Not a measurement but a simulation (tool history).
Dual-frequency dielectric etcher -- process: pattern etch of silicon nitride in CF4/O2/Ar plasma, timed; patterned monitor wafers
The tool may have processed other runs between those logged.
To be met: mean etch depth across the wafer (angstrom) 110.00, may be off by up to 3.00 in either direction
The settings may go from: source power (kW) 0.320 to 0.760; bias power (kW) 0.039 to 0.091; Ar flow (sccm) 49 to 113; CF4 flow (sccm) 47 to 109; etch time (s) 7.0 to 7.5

run	day	source power (kW)	bias power (kW)	Ar flow (sccm)	CF4 flow (sccm)	etch time (s)	mean etch depth across the wafer (angstrom)
1	0.000	0.540	0.065	81	78	7.5	158.17
2	0.204	0.480	0.064	81	78	7.5	143.12
3	0.504	0.480	0.064	81	78	7.0	133.18
4	0.717	0.480	0.064	81	78	7.5	143.94
5	0.912	0.560	0.064	81	78	7.5	161.91
6	0.971	0.560	0.064	81	78	7.0	151.24
7	1.096	0.500	0.063	81	78	7.0	135.84
8	1.467	0.460	0.063	81	78	7.0	127.80
9	1.783	0.430	0.063	81	78	7.0	120.78
10	1.817	0.410	0.063	81	78	7.0	117.08
11	1.846	0.400	0.063	81	78	7.0	114.00

Exactly one of the 4 candidate moves below puts every result within its allowed miss. Which one?
A	1.875	0.380	0.070	75	72	7.5	?
B	1.875	0.410	0.065	78	75	7.0	?
C	1.875	0.380	0.067	80	79	7.5	?
D	1.875	0.350	0.072	70	70	7.0	?

move	mean etch depth across the wafer (angstrom)
A	124.84
B	118.92
C	122.62
D	111.28
A: the biggest miss grows against the last run
B: the biggest miss grows against the last run
C: the biggest miss grows against the last run
D: meets every target
Move D is the one to make.
